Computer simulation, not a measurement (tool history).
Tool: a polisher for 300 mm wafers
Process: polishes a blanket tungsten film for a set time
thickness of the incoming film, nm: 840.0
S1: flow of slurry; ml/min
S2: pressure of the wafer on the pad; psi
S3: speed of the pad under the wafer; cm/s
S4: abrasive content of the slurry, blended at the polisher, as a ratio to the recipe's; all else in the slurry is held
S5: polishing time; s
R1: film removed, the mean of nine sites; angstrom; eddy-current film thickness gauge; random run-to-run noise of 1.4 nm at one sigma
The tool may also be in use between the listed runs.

Run 1, hour 0.0: S1 255 ml/min, S2 4.9 psi, S3 98 cm/s, S4 1.0, S5 35 s. Result: R1 1626.2 angstrom.
Run 2, hour 8.9: S1 255 ml/min, S2 4.9 psi, S3 114 cm/s, S4 1.0, S5 35 s. Result: R1 1854.8 angstrom.
Run 3, hour 11.8: S1 255 ml/min, S2 4.8 psi, S3 114 cm/s, S4 1.0, S5 35 s. Result: R1 1812.2 angstrom.
Run 4, hour 17.0: S1 255 ml/min, S2 4.8 psi, S3 98 cm/s, S4 1.0, S5 35 s. Result: R1 1635.6 angstrom.
At hour 17.5: slurry tank refilled with fresh slurry and peroxide.
Run 5, hour 17.5: S1 255 ml/min, S2 4.8 psi, S3 112 cm/s, S4 1.0, S5 35 s. Result: R1 2174.0 angstrom.
Run 6, hour 25.1: S1 255 ml/min, S2 4.8 psi, S3 112 cm/s, S4 0.9, S5 35 s. Result: R1 2067.9 angstrom.
Run 7, hour 27.7: S1 255 ml/min, S2 4.5 psi, S3 112 cm/s, S4 0.9, S5 35 s. Result: R1 1970.8 angstrom.
Run 8, hour 31.2: S1 255 ml/min, S2 4.2 psi, S3 112 cm/s, S4 0.9, S5 35 s. Result: R1 1825.9 angstrom.
Run 9, hour 39.9: S1 255 ml/min, S2 4.0 psi, S3 112 cm/s, S4 0.9, S5 35 s. Result: R1 1782.1 angstrom.
Run 10, hour 41.6: S1 255 ml/min, S2 3.9 psi, S3 112 cm/s, S4 0.9, S5 35 s. Result: R1 1721.3 angstrom.

What does the tool deliver on the next run?
Run 11, hour 47.8: S1 255 ml/min, S2 3.8 psi, S3 112 cm/s, S4 0.9, S5 35 s. Result: R1 ?.

{"run 11": {"R1": 1666.8}}
